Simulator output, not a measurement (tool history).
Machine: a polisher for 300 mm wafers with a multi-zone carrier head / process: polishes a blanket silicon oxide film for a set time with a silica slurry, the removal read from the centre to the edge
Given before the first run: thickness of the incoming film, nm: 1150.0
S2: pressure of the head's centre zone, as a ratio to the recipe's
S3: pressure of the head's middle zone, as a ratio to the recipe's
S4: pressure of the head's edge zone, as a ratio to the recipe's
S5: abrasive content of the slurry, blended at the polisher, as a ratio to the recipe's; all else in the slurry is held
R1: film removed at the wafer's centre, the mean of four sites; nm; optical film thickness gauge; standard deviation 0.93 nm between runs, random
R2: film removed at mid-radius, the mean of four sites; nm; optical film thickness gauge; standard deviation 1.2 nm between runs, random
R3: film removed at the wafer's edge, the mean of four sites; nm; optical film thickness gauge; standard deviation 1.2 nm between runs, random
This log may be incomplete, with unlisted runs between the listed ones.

{"run": 1, "day": 0.0, "flow of slurry (ml/min)": 175, "S2": 1.0, "S3": 1.0, "S4": 1.0, "S5": 1.0, "polishing time (s)": 88, "R1": 159.29, "R2": 158.44, "R3": 155.42}
{"run": 2, "day": 0.275, "flow of slurry (ml/min)": 170, "S2": 0.98, "S3": 0.98, "S4": 0.96, "S5": 0.9, "polishing time (s)": 88, "R1": 144.92, "R2": 145.29, "R3": 148.73}
{"run": 3, "day": 0.562, "flow of slurry (ml/min)": 170, "S2": 0.98, "S3": 0.93, "S4": 0.96, "S5": 0.9, "polishing time (s)": 88, "R1": 148.39, "R2": 140.69, "R3": 147.68}
{"run": 4, "day": 0.729, "flow of slurry (ml/min)": 175, "S2": 0.99, "S3": 0.96, "S4": 0.93, "S5": 0.8, "polishing time (s)": 86, "R1": 139.22, "R2": 131.47, "R3": 135.56}
{"run": 5, "day": 0.829, "flow of slurry (ml/min)": 175, "S2": 0.99, "S3": 0.96, "S4": 0.93, "S5": 0.75, "polishing time (s)": 86, "R1": 133.24, "R2": 129.67, "R3": 130.32}
{"run": 6, "day": 0.958, "flow of slurry (ml/min)": 165, "S2": 0.99, "S3": 0.97, "S4": 0.91, "S5": 0.7, "polishing time (s)": 86, "R1": 126.97, "R2": 125.39, "R3": 122.3}

For run 7, what comes out?
{"run": 7, "day": 1.262, "flow of slurry (ml/min)": 155, "S2": 0.99, "S3": 0.97, "S4": 0.91, "S5": 0.7, "polishing time (s)": 86, "R1": "?", "R2": "?", "R3": "?"}

Run 7 produced R1 124.39 nm, R2 122.34 nm, R3 121.78 nm.
